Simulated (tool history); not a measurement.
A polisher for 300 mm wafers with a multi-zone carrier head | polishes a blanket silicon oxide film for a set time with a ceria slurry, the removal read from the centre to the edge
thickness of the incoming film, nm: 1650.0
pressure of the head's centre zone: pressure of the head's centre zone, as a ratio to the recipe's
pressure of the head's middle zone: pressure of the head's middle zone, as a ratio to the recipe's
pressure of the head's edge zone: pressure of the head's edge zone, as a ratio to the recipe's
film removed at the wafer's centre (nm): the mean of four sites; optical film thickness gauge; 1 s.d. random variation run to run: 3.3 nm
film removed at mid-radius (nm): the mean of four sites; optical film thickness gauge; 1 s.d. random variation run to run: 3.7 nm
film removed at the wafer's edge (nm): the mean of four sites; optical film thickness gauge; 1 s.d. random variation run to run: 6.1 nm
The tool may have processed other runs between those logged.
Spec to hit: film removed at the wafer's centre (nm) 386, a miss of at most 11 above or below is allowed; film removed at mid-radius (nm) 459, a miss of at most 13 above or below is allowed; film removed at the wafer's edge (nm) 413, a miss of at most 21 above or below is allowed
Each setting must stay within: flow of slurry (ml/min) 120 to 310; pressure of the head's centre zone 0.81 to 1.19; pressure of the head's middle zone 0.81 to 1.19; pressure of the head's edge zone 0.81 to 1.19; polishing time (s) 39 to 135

run  hour  flow of slurry (ml/min)  pressure of the head's centre zone  pressure of the head's middle zone  pressure of the head's edge zone  polishing time (s)  film removed at the wafer's centre (nm)  film removed at mid-radius (nm)  film removed at the wafer's edge (nm)
  1     0                      200                                   1                                   1                                 1                  87                                   482.24                           492.78                                  511.5
  2   5.7                      200                                   1                                0.96                                 1                  87                                   490.02                           482.09                                 502.28
  3   8.5                      175                                   1                                0.96                                 1                  87                                   476.11                           461.09                                  505.5
  4    16                      185                                0.98                                0.97                              0.97                  85                                   452.21                            460.6                                 475.53
  5  18.6                      210                                0.98                                0.97                              0.97                  85                                   470.28                           470.14                                 499.29
  6  25.4                      195                                0.98                                   1                              0.94                  84                                   455.64                           476.65                                 473.71
  7  32.8                      185                                0.97                                1.01                              0.92                  84                                   453.29                           474.37                                 480.76
  8  38.5                      195                                0.96                                1.03                               0.9                  81                                   426.11                           470.57                                 455.21
  9  42.1                      190                                0.96                                1.04                              0.88                  80                                   415.99                           468.28                                 432.78
     50.1  -- edge zone pressure recalibrated
 10  50.1                      185                                0.95                                1.04                              0.87                  80                                   423.43                           462.17                                 418.88
 11  51.2                      180                                0.93                                1.04                              0.88                  80                                   402.52                           462.68                                  421.6
 12    54                      175                                0.93                                1.04                              0.88                  80                                   402.92                           459.07                                  427.2
 13  62.9                      170                                0.93                                1.04                              0.87                  80                                   399.08                           455.76                                 408.66
 14  63.7                      170                                0.93                                1.04                              0.88                  80                                   402.57                           463.93                                 417.66
 15  65.2                      145                                 0.9                                1.04                              0.88                  80                                   371.96                           439.78                                 407.16
 16  66.8                      150                                 0.9                                1.04                              0.88                  80                                   377.13                           439.53                                 417.93

Which of these 5 next moves meets every target?
  A  68.4                      145                                0.85                                1.09                              0.89                  81                                        ?                                ?                                      ?
  B  68.4                      175                                0.88                                1.02                              0.86                  81                                        ?                                ?                                      ?
  C  68.4                      145                                0.89                                1.02                               0.9                  79                                        ?                                ?                                      ?
  D  68.4                      120                                0.92                                1.02                               0.9                  83                                        ?                                ?                                      ?
  E  68.4                      235                                0.88                                 1.1                                 1                  72                                        ?                                ?                                      ?

move  film removed at the wafer's centre (nm)  film removed at mid-radius (nm)  film removed at the wafer's edge (nm)
   A                                   357.65                           463.66                                 417.36
   B                                   387.01                            455.8                                  423.8
   C                                    365.2                           427.28                                 409.35
   D                                   374.75                           426.86                                 415.15
   E                                   362.56                           452.62                                 415.56
A: brings the result that was furthest off to its target, and leaves another outside
B: every result lands within tolerance
C: further off than the last run
D: further off than the last run
E: brings the result that was furthest off to its target, and leaves another outside
Move B is the one to make.

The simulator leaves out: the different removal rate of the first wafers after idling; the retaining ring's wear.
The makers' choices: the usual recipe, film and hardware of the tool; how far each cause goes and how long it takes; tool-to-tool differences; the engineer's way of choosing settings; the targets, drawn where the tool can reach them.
